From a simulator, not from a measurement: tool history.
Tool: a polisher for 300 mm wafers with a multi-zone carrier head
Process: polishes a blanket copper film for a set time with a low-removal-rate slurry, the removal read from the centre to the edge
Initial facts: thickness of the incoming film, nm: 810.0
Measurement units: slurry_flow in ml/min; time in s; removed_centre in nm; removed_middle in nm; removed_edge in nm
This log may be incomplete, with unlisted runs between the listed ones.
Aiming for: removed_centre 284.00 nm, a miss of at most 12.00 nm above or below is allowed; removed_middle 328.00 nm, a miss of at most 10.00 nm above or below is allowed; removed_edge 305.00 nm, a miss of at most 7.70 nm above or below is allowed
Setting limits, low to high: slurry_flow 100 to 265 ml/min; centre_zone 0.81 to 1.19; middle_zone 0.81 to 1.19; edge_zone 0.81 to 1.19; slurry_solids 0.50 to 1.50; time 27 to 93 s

run	hour	slurry_flow	centre_zone	middle_zone	edge_zone	slurry_solids	time	removed_centre	removed_middle	removed_edge
1	0.0	170	1.00	1.00	1.00	1.00	59	189.21	192.94	192.07
2	7.1	170	1.00	1.00	1.00	1.00	45	144.74	148.97	146.33
3	8.5	180	1.00	1.03	1.03	1.10	51	168.09	176.54	173.77
4	9.8	180	1.08	1.03	1.03	1.10	51	183.07	176.04	174.34
5	14.2	190	1.07	1.07	1.05	1.20	55	204.08	206.06	193.36
6	16.4	190	1.07	1.07	1.14	1.20	55	203.36	204.17	204.10
7	21.0	195	1.05	1.09	1.15	1.25	59	216.90	226.88	220.70
8	22.5	200	1.04	1.10	1.16	1.30	62	228.82	246.61	237.02

4 candidate next runs follow, results not yet known. Just one meets every target within its allowed miss. Identify it.
A	24.0	180	1.14	0.93	1.19	1.15	50	?	?	?
B	24.0	250	1.07	1.11	1.18	1.45	48	?	?	?
C	24.0	210	0.91	0.96	1.19	1.40	82	?	?	?
D	24.0	165	0.94	1.06	1.01	1.45	84	?	?	?

move	removed_centre	removed_middle	removed_edge
A	189.90	166.49	185.46
B	191.44	206.73	194.99
C	268.91	303.46	327.07
D	278.49	331.69	305.44
A: moves away from the targets compared with the last run
B: moves away from the targets compared with the last run
C: takes the biggest miss from the last run beyond its target
D: every result within its allowed miss
D meets every target.
